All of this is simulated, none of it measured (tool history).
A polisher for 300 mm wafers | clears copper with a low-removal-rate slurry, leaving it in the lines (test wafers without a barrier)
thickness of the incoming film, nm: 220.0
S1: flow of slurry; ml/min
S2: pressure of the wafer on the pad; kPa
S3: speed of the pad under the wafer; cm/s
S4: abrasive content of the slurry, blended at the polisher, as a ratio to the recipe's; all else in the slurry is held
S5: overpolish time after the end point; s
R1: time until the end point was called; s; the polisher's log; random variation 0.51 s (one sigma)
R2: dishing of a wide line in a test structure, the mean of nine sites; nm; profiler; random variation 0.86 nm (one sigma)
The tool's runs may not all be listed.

run	hour	S1	S2	S3	S4	S5	R1	R2
1	0.0	255	20.7	104	1.0	28	79.488	48.485
2	2.5	255	22.1	104	1.0	24	75.756	43.977
3	9.5	255	17.2	104	1.0	24	91.619	36.249
4	10.1	255	19.3	106	1.0	21	81.219	36.371
5	17.7	255	22.1	106	1.0	21	72.914	39.248
# hour 22.9: worn pad replaced by a new one
6	22.9	255	22.1	80	1.0	21	90.936	33.901
7	29.4	265	27.6	94	1.0	8	62.869	20.571
8	37.2	265	28.3	96	1.0	10	60.418	25.414

Run 9 comes next. What will it give?
9	46.2	265	31.7	98	1.0	17	?	?

Run 9 gave R1 53.178 s, R2 45.323 nm.

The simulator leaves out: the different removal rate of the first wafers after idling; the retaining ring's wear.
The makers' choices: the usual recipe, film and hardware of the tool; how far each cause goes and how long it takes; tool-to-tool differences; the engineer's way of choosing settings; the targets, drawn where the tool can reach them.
